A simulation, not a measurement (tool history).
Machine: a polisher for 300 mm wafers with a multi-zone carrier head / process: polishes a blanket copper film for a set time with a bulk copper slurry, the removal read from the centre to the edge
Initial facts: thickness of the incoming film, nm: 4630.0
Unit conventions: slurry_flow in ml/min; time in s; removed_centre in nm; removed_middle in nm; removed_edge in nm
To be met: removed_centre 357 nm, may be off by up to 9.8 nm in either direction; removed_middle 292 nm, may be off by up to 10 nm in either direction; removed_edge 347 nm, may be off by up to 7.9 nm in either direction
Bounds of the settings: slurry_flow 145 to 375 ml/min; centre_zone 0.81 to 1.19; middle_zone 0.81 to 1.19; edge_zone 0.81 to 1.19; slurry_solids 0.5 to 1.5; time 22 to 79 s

{"run": 1, "hour": 0.0, "slurry_flow": 240, "centre_zone": 1, "middle_zone": 1, "edge_zone": 1, "slurry_solids": 1, "time": 50, "removed_centre": 406.9, "removed_middle": 399.52, "removed_edge": 400.41}
{"run": 2, "hour": 7.2, "slurry_flow": 235, "centre_zone": 1, "middle_zone": 0.98, "edge_zone": 1, "slurry_solids": 0.95, "time": 50, "removed_centre": 398.08, "removed_middle": 387.06, "removed_edge": 396.17}
{"run": 3, "hour": 13.0, "slurry_flow": 235, "centre_zone": 1, "middle_zone": 0.98, "edge_zone": 1, "slurry_solids": 0.95, "time": 58, "removed_centre": 455.87, "removed_middle": 451.26, "removed_edge": 457.06}
{"run": 4, "hour": 20.3, "slurry_flow": 235, "centre_zone": 1, "middle_zone": 0.98, "edge_zone": 1, "slurry_solids": 0.95, "time": 65, "removed_centre": 516.52, "removed_middle": 497.22, "removed_edge": 510.92}
{"run": 5, "hour": 24.5, "slurry_flow": 235, "centre_zone": 1, "middle_zone": 0.98, "edge_zone": 0.97, "slurry_solids": 0.95, "time": 65, "removed_centre": 508.48, "removed_middle": 507.53, "removed_edge": 504.47}
{"run": 6, "hour": 32.0, "slurry_flow": 230, "centre_zone": 1.01, "middle_zone": 0.96, "edge_zone": 0.97, "slurry_solids": 0.9, "time": 63, "removed_centre": 486.28, "removed_middle": 472.98, "removed_edge": 483.38}
{"run": 7, "hour": 35.8, "slurry_flow": 230, "centre_zone": 1.02, "middle_zone": 0.94, "edge_zone": 0.97, "slurry_solids": 0.85, "time": 61, "removed_centre": 471.19, "removed_middle": 441.13, "removed_edge": 463.35}
{"run": 8, "hour": 40.1, "slurry_flow": 230, "centre_zone": 1.03, "middle_zone": 0.93, "edge_zone": 0.97, "slurry_solids": 0.8, "time": 60, "removed_centre": 458.88, "removed_middle": 419.22, "removed_edge": 441.35}
{"run": 9, "hour": 45.6, "slurry_flow": 225, "centre_zone": 1.03, "middle_zone": 0.92, "edge_zone": 0.97, "slurry_solids": 0.75, "time": 59, "removed_centre": 442.54, "removed_middle": 404.25, "removed_edge": 421.39}
{"run": 10, "hour": 48.6, "slurry_flow": 220, "centre_zone": 1.03, "middle_zone": 0.91, "edge_zone": 0.98, "slurry_solids": 0.7, "time": 58, "removed_centre": 415.89, "removed_middle": 381.38, "removed_edge": 404.48}
{"run": 11, "hour": 50.4, "slurry_flow": 215, "centre_zone": 1.04, "middle_zone": 0.9, "edge_zone": 0.99, "slurry_solids": 0.7, "time": 57, "removed_centre": 421.21, "removed_middle": 366.09, "removed_edge": 402.18}
{"run": 12, "hour": 51.4, "slurry_flow": 210, "centre_zone": 1.04, "middle_zone": 0.89, "edge_zone": 0.99, "slurry_solids": 0.65, "time": 57, "removed_centre": 397.53, "removed_middle": 347.84, "removed_edge": 386.39}
{"run": 13, "hour": 56.8, "slurry_flow": 205, "centre_zone": 1.04, "middle_zone": 0.88, "edge_zone": 0.99, "slurry_solids": 0.65, "time": 57, "removed_centre": 398.95, "removed_middle": 347.1, "removed_edge": 383.54}
{"run": 14, "hour": 60.4, "slurry_flow": 200, "centre_zone": 1.04, "middle_zone": 0.87, "edge_zone": 0.99, "slurry_solids": 0.65, "time": 57, "removed_centre": 399.92, "removed_middle": 337.39, "removed_edge": 386.59}
{"run": 15, "hour": 66.3, "slurry_flow": 195, "centre_zone": 1.04, "middle_zone": 0.86, "edge_zone": 0.98, "slurry_solids": 0.65, "time": 57, "removed_centre": 399.43, "removed_middle": 340.01, "removed_edge": 385.9}

Consider the 4 candidate settings below. Which is the only one whose results all fall within their allowed miss of target?
{"run": "A", "hour": 72.2, "slurry_flow": 200, "centre_zone": 1.03, "middle_zone": 0.84, "edge_zone": 0.94, "slurry_solids": 0.65, "time": 55, "removed_centre": "?", "removed_middle": "?", "removed_edge": "?"}
{"run": "B", "hour": 72.2, "slurry_flow": 200, "centre_zone": 0.81, "middle_zone": 0.93, "edge_zone": 0.95, "slurry_solids": 0.65, "time": 65, "removed_centre": "?", "removed_middle": "?", "removed_edge": "?"}
{"run": "C", "hour": 72.2, "slurry_flow": 245, "centre_zone": 1.06, "middle_zone": 0.85, "edge_zone": 0.94, "slurry_solids": 0.7, "time": 47, "removed_centre": "?", "removed_middle": "?", "removed_edge": "?"}
{"run": "D", "hour": 72.2, "slurry_flow": 180, "centre_zone": 1.07, "middle_zone": 0.85, "edge_zone": 1.04, "slurry_solids": 0.75, "time": 48, "removed_centre": "?", "removed_middle": "?", "removed_edge": "?"}

move=A removed_centre=386.4 removed_middle=322.45 removed_edge=363.46
move=B removed_centre=365.46 removed_middle=415 removed_edge=431.17
move=C removed_centre=358.69 removed_middle=293.37 removed_edge=325.48
move=D removed_centre=363.26 removed_middle=295.72 removed_edge=347.9
A: nearer than the last run, and not there yet
B: further off than the last run
C: carries the result that was furthest off beyond its target, to the other side
D: hits every target within its allowed miss
The right move is D.
